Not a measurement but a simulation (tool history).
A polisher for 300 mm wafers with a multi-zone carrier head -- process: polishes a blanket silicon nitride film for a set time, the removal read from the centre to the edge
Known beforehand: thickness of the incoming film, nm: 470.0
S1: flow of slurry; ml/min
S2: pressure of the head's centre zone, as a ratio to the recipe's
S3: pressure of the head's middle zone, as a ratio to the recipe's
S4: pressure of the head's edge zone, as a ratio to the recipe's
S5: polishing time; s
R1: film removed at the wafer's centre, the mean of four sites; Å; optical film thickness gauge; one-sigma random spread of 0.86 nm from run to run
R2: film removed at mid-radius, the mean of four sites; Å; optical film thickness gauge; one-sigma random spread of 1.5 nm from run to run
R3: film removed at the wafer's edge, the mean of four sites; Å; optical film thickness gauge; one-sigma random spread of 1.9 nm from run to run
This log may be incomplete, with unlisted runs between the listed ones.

| run | hour | S1 | S2 | S3 | S4 | S5 | R1 | R2 | R3 |
|---|---|---|---|---|---|---|---|---|---|
| 1 | 0.0 | 190 | 1.00 | 1.00 | 1.00 | 67 | 1159.0 | 1141.0 | 1192.1 |
| 2 | 2.9 | 190 | 1.00 | 0.92 | 1.00 | 67 | 1147.8 | 1066.2 | 1200.2 |
| 3 | 4.3 | 190 | 1.00 | 0.95 | 1.00 | 67 | 1155.9 | 1098.5 | 1184.1 |
| 4 | 8.9 | 200 | 0.96 | 1.00 | 1.04 | 72 | 1213.2 | 1234.2 | 1284.3 |
| 5 | 11.3 | 180 | 0.92 | 1.03 | 1.08 | 77 | 1218.7 | 1339.1 | 1433.5 |
| 6 | 18.7 | 180 | 0.90 | 1.07 | 1.10 | 80 | 1226.9 | 1426.7 | 1466.4 |
| 7 | 26.5 | 230 | 0.81 | 1.14 | 1.19 | 94 | 1354.9 | 1820.8 | 1850.4 |

Estimate the outcome of run 8 from the log above:
| 8 | 28.5 | 230 | 0.81 | 1.14 | 1.18 | 94 | ? | ? | ? |

{"run 8": {"R1": 1360.9, "R2": 1821.8, "R3": 1829.2}}

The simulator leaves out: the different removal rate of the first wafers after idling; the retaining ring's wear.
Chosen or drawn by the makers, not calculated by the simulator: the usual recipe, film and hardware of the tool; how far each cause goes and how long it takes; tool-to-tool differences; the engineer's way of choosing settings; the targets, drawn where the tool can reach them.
